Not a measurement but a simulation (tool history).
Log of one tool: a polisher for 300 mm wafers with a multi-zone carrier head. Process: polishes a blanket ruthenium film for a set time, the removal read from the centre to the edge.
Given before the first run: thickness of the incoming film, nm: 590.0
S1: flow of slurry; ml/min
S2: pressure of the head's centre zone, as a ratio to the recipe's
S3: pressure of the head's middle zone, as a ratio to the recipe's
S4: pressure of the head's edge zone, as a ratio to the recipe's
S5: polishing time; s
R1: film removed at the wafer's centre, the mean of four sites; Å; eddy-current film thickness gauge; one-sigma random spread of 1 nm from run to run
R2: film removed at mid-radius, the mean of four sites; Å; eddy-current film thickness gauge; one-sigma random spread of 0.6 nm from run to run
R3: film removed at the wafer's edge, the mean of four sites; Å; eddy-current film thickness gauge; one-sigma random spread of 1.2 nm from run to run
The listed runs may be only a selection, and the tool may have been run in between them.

run,hour,S1,S2,S3,S4,S5,R1,R2,R3
1,0.0,170,1.00,1.00,1.00,80,1374.50,1335.10,1398.20
2,5.8,160,0.95,0.97,0.96,68,1112.80,1109.20,1135.30
3,11.7,125,0.95,0.97,0.96,68,1062.60,1067.50,1121.30
4,20.5,120,0.91,0.94,0.94,62,929.50,932.44,1029.90
5,21.5,120,0.91,1.02,0.94,62,917.71,1002.60,1052.40
6,25.8,120,0.85,1.02,0.94,62,870.26,1010.60,1029.20

Predict the results of run 7:
7,30.4,115,0.84,0.92,0.84,48,?,?,?

Run 7 produced R1 677.26 Å, R2 705.08 Å, R3 760.06 Å.
